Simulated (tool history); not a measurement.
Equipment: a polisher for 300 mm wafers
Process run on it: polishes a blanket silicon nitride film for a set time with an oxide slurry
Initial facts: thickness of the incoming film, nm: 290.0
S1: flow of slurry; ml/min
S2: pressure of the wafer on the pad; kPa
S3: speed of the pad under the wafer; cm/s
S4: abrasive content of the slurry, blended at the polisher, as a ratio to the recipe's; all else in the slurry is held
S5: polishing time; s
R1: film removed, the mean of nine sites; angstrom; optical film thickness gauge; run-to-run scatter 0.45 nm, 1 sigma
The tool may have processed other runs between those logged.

run,hour,S1,S2,S3,S4,S5,R1
1,0.0,250,22.1,90,1.0,93,577.64
2,8.2,260,22.8,90,1.0,93,596.41
3,11.7,265,23.4,90,1.0,93,625.12
4,15.4,210,23.4,90,1.0,93,598.31
5,16.4,240,24.1,90,1.0,93,622.73
6,25.3,275,24.1,90,1.0,93,630.61
7,34.2,275,24.8,90,1.0,93,649.07
8,39.2,280,24.8,90,1.0,93,658.98

For run 9, what comes out?
9,43.1,285,24.8,90,1.0,93,?

R1: 652.34 angstrom

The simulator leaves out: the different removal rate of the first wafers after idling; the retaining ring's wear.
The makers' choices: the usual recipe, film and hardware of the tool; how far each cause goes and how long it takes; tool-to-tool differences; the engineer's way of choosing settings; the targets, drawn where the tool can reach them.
